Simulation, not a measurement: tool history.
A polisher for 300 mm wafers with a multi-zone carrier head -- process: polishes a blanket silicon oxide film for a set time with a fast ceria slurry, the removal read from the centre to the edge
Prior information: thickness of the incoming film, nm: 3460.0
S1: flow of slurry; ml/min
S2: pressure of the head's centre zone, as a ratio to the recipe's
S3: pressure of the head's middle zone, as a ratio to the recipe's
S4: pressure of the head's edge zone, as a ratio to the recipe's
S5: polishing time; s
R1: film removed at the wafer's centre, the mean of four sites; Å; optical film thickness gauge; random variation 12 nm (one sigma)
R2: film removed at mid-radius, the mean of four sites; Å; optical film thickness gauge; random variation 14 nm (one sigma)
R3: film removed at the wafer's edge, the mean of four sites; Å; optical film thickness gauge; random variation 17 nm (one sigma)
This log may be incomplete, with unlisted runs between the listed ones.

run  hour   S1    S2    S3    S4  S5       R1       R2     R3
  1   0.0  275  1.00  1.00  1.00  61   9281.1   9853.8  10427
  2   0.7  275  1.00  1.00  1.04  61   9295.6   9762.4  10541
  3   7.2  275  1.00  1.00  1.00  61   9363.6   9693.6  10153
  4  14.5  290  1.05  0.99  1.02  65  10546.0  10454.0  11047
  5  21.3  290  0.97  0.99  1.02  65   9668.5  10479.0  11158
  6  21.8  295  1.03  0.97  1.04  68  10814.0  10650.0  11904
  7  28.6  305  1.08  0.97  1.05  70  11763.0  10944.0  12349
  8  36.3  310  1.11  0.97  1.05  72  12342.0  11509.0  12503
  9  41.5  315  1.13  0.95  1.05  74  12967.0  11589.0  13009
 10  48.6  315  1.13  0.95  1.05  74  13023.0  11320.0  12933

The next listed run, before its measurement:
 11  54.1  320  1.15  0.95  1.05  75   ?   ?   ?

R1: 13573.0 Å
R2: 11782.0 Å
R3: 13369 Å
